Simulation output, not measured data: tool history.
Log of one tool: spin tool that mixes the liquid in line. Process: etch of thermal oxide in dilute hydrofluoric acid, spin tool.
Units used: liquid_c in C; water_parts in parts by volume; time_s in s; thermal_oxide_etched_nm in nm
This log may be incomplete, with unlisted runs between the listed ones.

| run | hour | liquid_c | water_parts | time_s | thermal_oxide_etched_nm |
|---|---|---|---|---|---|
| 1 | 0.0 | 24.0 | 120 | 100 | 3.9828 |
| 2 | 3.7 | 24.0 | 120 | 100 | 3.9854 |
| 3 | 8.5 | 23.5 | 120 | 100 | 3.9391 |
| 4 | 11.8 | 23.0 | 125 | 100 | 3.6250 |
| 5 | 19.2 | 23.0 | 90 | 100 | 5.2852 |
| 6 | 22.9 | 22.5 | 95 | 100 | 4.9021 |
| 7 | 27.8 | 22.0 | 100 | 100 | 4.4827 |

Estimate the outcome of run 8 from the log above:
| 8 | 32.2 | 21.5 | 105 | 100 | ? |

Run 8 produced thermal_oxide_etched_nm 4.2658 nm.
